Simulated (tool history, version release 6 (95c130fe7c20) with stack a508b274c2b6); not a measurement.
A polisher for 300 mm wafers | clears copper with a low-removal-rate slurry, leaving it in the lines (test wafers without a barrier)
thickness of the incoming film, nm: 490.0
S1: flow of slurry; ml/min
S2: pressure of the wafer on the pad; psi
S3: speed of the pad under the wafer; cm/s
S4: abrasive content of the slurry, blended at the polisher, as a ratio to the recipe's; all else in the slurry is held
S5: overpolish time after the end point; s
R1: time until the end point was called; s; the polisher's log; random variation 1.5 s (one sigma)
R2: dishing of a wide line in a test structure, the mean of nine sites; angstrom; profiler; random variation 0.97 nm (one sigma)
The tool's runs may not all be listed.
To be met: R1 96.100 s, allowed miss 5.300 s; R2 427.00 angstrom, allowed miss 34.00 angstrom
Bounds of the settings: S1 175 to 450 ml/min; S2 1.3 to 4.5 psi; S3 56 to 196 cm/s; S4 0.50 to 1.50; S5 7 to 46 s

{"run": 1, "hour": 0.0, "S1": 290, "S2": 2.9, "S3": 126, "S4": 1.0, "S5": 24, "R1": 109.08, "R2": 632.94}
{"run": 2, "hour": 3.2, "S1": 290, "S2": 2.9, "S3": 126, "S4": 1.1, "S5": 24, "R1": 103.43, "R2": 655.29}
{"run": 3, "hour": 10.7, "S1": 345, "S2": 2.9, "S3": 126, "S4": 1.1, "S5": 24, "R1": 107.0, "R2": 672.01}
{"run": 4, "hour": 16.9, "S1": 315, "S2": 2.9, "S3": 126, "S4": 1.1, "S5": 24, "R1": 105.27, "R2": 656.95}
{"run": 5, "hour": 19.6, "S1": 310, "S2": 2.9, "S3": 126, "S4": 1.1, "S5": 22, "R1": 107.8, "R2": 600.65}
{"run": 6, "hour": 24.7, "S1": 310, "S2": 2.9, "S3": 126, "S4": 1.1, "S5": 30, "R1": 106.17, "R2": 781.22}
{"run": 7, "hour": 26.4, "S1": 305, "S2": 2.9, "S3": 126, "S4": 1.1, "S5": 27, "R1": 104.97, "R2": 715.07}
{"run": 8, "hour": 27.7, "S1": 305, "S2": 3.0, "S3": 128, "S4": 1.1, "S5": 16, "R1": 99.349, "R2": 500.15}
{"run": 9, "hour": 29.1, "S1": 305, "S2": 3.0, "S3": 128, "S4": 1.1, "S5": 15, "R1": 97.797, "R2": 457.81}
{"run": 10, "hour": 36.7, "S1": 305, "S2": 3.0, "S3": 128, "S4": 1.1, "S5": 14, "R1": 103.83, "R2": 443.27}

4 next moves are on the table. One of them brings every result within its allowed miss. Which?
{"run": "A", "hour": 44.3, "S1": 355, "S2": 2.5, "S3": 154, "S4": 1.2, "S5": 13, "R1": "?", "R2": "?"}
{"run": "B", "hour": 44.3, "S1": 285, "S2": 2.9, "S3": 110, "S4": 1.15, "S5": 17, "R1": "?", "R2": "?"}
{"run": "C", "hour": 44.3, "S1": 275, "S2": 2.5, "S3": 140, "S4": 1.0, "S5": 16, "R1": "?", "R2": "?"}
{"run": "D", "hour": 44.3, "S1": 215, "S2": 2.7, "S3": 116, "S4": 1.15, "S5": 20, "R1": "?", "R2": "?"}

move=A R1=95.787 R2=434.11
move=B R1=119.940 R2=453.96
move=C R1=111.850 R2=454.39
move=D R1=124.900 R2=502.59
A: meets every target
B: further off than the last run
C: further off than the last run
D: further off than the last run
The right move is A.

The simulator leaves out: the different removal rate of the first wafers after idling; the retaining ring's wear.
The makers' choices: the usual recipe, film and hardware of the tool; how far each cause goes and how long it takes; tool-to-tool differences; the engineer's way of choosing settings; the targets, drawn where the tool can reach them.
